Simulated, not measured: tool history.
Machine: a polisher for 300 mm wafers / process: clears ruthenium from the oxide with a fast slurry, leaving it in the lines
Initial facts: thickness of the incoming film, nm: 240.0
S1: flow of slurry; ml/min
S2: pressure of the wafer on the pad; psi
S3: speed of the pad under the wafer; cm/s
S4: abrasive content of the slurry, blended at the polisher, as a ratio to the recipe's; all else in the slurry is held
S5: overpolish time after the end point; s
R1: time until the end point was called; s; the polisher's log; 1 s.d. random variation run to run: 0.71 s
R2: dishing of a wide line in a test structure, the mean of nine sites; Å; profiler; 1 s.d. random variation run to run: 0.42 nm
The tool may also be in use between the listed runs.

run	hour	S1	S2	S3	S4	S5	R1	R2
1	0	250	2.1	96	1	29	73.82	611.98
2	8.5	250	2.1	78	1	29	89.073	522.81
3	11.3	250	1.9	78	1	29	95.335	499.33
4	12.9	250	1.9	56	1	29	123.12	396.64
5	14.2	250	1.9	56	1	41	125.79	518.75
6	21	250	1.9	56	1.1	41	118.29	542.95
7	22	275	2.3	52	1.25	31	97.398	503.04
8	25.6	235	2.6	50	1.35	24	86.972	455.56
9	31	210	2.8	52	1.4	19	78.53	402.27
10	38.9	190	2.9	58	1.45	16	70.231	382.65

Run 11, settings as shown, results not yet in. Your forecast:
11	47	150	3.2	78	1.5	9	?	?

R1: 51.925 s
R2: 301.45 Å

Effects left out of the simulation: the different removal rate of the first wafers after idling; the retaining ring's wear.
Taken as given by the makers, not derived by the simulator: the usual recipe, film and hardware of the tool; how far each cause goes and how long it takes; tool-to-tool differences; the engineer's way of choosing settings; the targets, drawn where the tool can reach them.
